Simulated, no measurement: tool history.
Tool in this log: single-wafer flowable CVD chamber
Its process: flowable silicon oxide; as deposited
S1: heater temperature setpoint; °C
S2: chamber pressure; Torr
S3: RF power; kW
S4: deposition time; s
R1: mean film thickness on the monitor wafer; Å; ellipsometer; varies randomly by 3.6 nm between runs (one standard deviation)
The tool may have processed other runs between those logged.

| run | hour | S1 | S2 | S3 | S4 | R1 |
|---|---|---|---|---|---|---|
| 1 | 0.0 | 100 | 0.702 | 2.195 | 862 | 4370.9 |
| 2 | 1.7 | 100 | 0.702 | 2.510 | 862 | 4472.2 |
| 3 | 3.7 | 105 | 0.702 | 2.510 | 862 | 3772.7 |
| 4 | 10.4 | 105 | 0.769 | 2.510 | 862 | 4124.2 |
| 5 | 15.4 | 105 | 0.769 | 2.510 | 862 | 4182.7 |
| 6 | 20.8 | 102 | 0.769 | 2.510 | 862 | 4549.1 |
| 7 | 25.4 | 100 | 0.769 | 2.510 | 862 | 4846.8 |
| 8 | 28.5 | 98 | 0.769 | 2.510 | 862 | 5197.5 |
| 9 | 36.6 | 96 | 0.769 | 2.510 | 862 | 5513.5 |
| 10 | 40.3 | 94 | 0.769 | 2.510 | 862 | 5821.4 |

Run 11, settings as shown, results not yet in. Your forecast:
| 11 | 46.5 | 84 | 0.770 | 2.510 | 862 | ? |

{"run 11": {"R1": 7861.5}}
